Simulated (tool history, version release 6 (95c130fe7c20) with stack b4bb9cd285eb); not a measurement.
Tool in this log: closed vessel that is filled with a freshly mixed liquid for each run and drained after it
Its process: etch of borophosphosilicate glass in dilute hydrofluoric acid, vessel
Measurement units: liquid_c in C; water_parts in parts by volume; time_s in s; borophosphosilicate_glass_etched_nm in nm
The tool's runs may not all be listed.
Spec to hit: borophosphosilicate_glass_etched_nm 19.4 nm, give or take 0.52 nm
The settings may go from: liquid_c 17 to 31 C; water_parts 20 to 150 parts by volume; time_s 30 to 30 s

| run | hour | liquid_c | water_parts | time_s | borophosphosilicate_glass_etched_nm |
|---|---|---|---|---|---|
| 1 | 0 | 23 | 85 | 30 | 8.9568 |
| 2 | 3.2 | 24.5 | 75 | 30 | 10.759 |
| 3 | 4.4 | 21 | 75 | 30 | 9.4572 |
| 4 | 10.1 | 21 | 75 | 30 | 9.3351 |
| 5 | 11.9 | 23 | 70 | 30 | 11.192 |
| 6 | 14.6 | 23 | 70 | 30 | 11.105 |
| 7 | 17.3 | 24.5 | 65 | 30 | 12.713 |
| 8 | 19.7 | 26 | 65 | 30 | 13.51 |
| 9 | 27.6 | 27 | 60 | 30 | 15.107 |
| 10 | 33.9 | 31 | 50 | 30 | 21.676 |

Below are 4 possible settings for the next run. Only one of them brings all results inside the allowed miss of their targets. Which is it?
| A | 40.2 | 30.5 | 55 | 30 | ? |
| B | 40.2 | 29.5 | 50 | 30 | ? |
| C | 40.2 | 30.5 | 45 | 30 | ? |
| D | 40.2 | 29.5 | 45 | 30 | ? |

| move | borophosphosilicate_glass_etched_nm |
|---|---|
| A | 19.197 |
| B | 20.462 |
| C | 23.831 |
| D | 22.909 |
A: meets every target
B: better than the last run, though not everything is in spec
C: moves away from the targets compared with the last run
D: moves away from the targets compared with the last run
A meets every target.

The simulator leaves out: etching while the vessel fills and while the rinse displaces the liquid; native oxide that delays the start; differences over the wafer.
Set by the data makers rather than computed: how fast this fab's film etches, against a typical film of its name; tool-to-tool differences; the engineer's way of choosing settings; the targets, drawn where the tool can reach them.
